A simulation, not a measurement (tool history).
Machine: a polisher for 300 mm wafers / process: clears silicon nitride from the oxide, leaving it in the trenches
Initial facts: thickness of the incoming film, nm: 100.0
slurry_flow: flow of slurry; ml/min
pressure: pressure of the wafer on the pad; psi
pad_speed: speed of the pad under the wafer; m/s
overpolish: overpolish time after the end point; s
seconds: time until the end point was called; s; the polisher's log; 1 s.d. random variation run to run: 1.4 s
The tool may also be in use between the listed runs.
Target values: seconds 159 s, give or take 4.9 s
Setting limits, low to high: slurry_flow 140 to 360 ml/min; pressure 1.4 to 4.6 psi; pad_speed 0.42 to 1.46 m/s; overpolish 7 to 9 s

| run | hour | slurry_flow | pressure | pad_speed | overpolish | seconds |
|---|---|---|---|---|---|---|
| 1 | 0 | 230 | 3 | 0.94 | 9 | 98.909 |
| 2 | 7.8 | 185 | 3 | 0.94 | 9 | 102.02 |
| 3 | 9.5 | 185 | 3 | 1.12 | 9 | 84.78 |
| 4 | 14.8 | 185 | 2.3 | 1.12 | 9 | 102.38 |
| 5 | 17.3 | 230 | 2.3 | 1.12 | 9 | 100.94 |
| 6 | 18.3 | 225 | 2.1 | 1.08 | 9 | 112.4 |
| 7 | 18.9 | 225 | 1.9 | 1.04 | 9 | 124.88 |
| 8 | 24 | 225 | 1.8 | 1.02 | 9 | 133.48 |

Of the 5 settings listed for the next run, only one would bring every result within its allowed miss of target. Which one?
| A | 29.1 | 230 | 2.4 | 1 | 8 | ? |
| B | 29.1 | 250 | 2.3 | 1.14 | 7 | ? |
| C | 29.1 | 210 | 2.1 | 1.1 | 9 | ? |
| D | 29.1 | 185 | 1.8 | 0.86 | 9 | ? |
| E | 29.1 | 255 | 1.4 | 0.9 | 9 | ? |

| move | seconds |
|---|---|
| A | 110.33 |
| B | 99.537 |
| C | 111.54 |
| D | 159.27 |
| E | 174.75 |
A: further off than the last run
B: further off than the last run
C: further off than the last run
D: in spec on every target
E: moves the result that the last run missed by most past its target, out the other side
D meets every target.

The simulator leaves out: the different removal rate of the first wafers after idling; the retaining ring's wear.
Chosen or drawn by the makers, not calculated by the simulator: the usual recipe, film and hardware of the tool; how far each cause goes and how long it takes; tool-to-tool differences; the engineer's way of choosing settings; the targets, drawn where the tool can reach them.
